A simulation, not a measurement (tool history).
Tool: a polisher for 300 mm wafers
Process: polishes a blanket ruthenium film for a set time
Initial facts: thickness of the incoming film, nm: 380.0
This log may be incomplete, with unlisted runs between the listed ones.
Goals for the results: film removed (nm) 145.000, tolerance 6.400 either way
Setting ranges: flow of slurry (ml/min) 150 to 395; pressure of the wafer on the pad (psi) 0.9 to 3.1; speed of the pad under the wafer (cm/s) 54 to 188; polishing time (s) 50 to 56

run  hour  flow of slurry (ml/min)  pressure of the wafer on the pad (psi)  speed of the pad under the wafer (cm/s)  polishing time (s)  film removed (nm)
  1   0.0                      250                                     2.0                                      120                  56             88.758
  2   0.8                      250                                     2.0                                      144                  56            102.560
  3   7.0                      205                                     2.0                                      144                  56            102.400
  4  10.6                      205                                     2.0                                      144                  50             93.766
  5  13.6                      150                                     2.0                                      144                  50             88.012
  6  14.4                      150                                     2.0                                      144                  50             86.687
  7  23.3                      150                                     2.6                                      148                  50            118.340
  8  27.3                      170                                     2.7                                      148                  50            124.080
  9  33.4                      180                                     2.8                                      148                  50            129.450
 10  35.9                      185                                     2.9                                      148                  50            135.350
 11  42.7                      190                                     2.9                                      148                  50            136.460
 12  44.6                      195                                     2.9                                      148                  50            134.640

Which one of the following 4 next-run settings gets every result inside its allowed miss? There is exactly one.
  A  46.5                      220                                     2.8                                      152                  53                  ?
  B  46.5                      175                                     2.6                                      146                  55                  ?
  C  46.5                      150                                     2.9                                      130                  52                  ?
  D  46.5                      155                                     3.0                                      134                  52                  ?

move  film removed (nm)
   A            145.720
   B            133.170
   C            124.430
   D            132.590
A: each result inside its tolerance
B: further off than the last run
C: further off than the last run
D: further off than the last run
Answer: A
